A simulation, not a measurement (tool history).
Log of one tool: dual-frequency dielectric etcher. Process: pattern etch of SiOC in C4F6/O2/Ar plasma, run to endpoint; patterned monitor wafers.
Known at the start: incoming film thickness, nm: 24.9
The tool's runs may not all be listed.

run 1 hour=0.0 | bias_power_(W)=563 source_power_(W)=460 | endpoint_time_(s)=8.0433
run 2 hour=4.1 | bias_power_(W)=546 source_power_(W)=460 | endpoint_time_(s)=8.1966
run 3 hour=8.5 | bias_power_(W)=534 source_power_(W)=460 | endpoint_time_(s)=8.2014
run 4 hour=13.5 | bias_power_(W)=520 source_power_(W)=460 | endpoint_time_(s)=8.4002
run 5 hour=18.3 | bias_power_(W)=582 source_power_(W)=460 | endpoint_time_(s)=7.9158
run 6 hour=26.7 | bias_power_(W)=565 source_power_(W)=460 | endpoint_time_(s)=8.1535
run 7 hour=33.9 | bias_power_(W)=550 source_power_(W)=460 | endpoint_time_(s)=8.2087
run 8 hour=42.8 | bias_power_(W)=538 source_power_(W)=460 | endpoint_time_(s)=8.2178
run 9 hour=45.0 | bias_power_(W)=526 source_power_(W)=460 | endpoint_time_(s)=8.3100
run 10 hour=52.5 | bias_power_(W)=526 source_power_(W)=460 | endpoint_time_(s)=8.3139
run 11 hour=56.4 | bias_power_(W)=516 source_power_(W)=460 | endpoint_time_(s)=8.3374
run 12 hour=61.7 | bias_power_(W)=505 source_power_(W)=460 | endpoint_time_(s)=8.4352
run 13 hour=68.7 | bias_power_(W)=438 source_power_(W)=450 | endpoint_time_(s)=9.0910

Run 14 comes next. What will it give?
run 14 hour=70.2 | bias_power_(W)=442 source_power_(W)=450 | endpoint_time_(s)=?

endpoint time (s): 9.0423

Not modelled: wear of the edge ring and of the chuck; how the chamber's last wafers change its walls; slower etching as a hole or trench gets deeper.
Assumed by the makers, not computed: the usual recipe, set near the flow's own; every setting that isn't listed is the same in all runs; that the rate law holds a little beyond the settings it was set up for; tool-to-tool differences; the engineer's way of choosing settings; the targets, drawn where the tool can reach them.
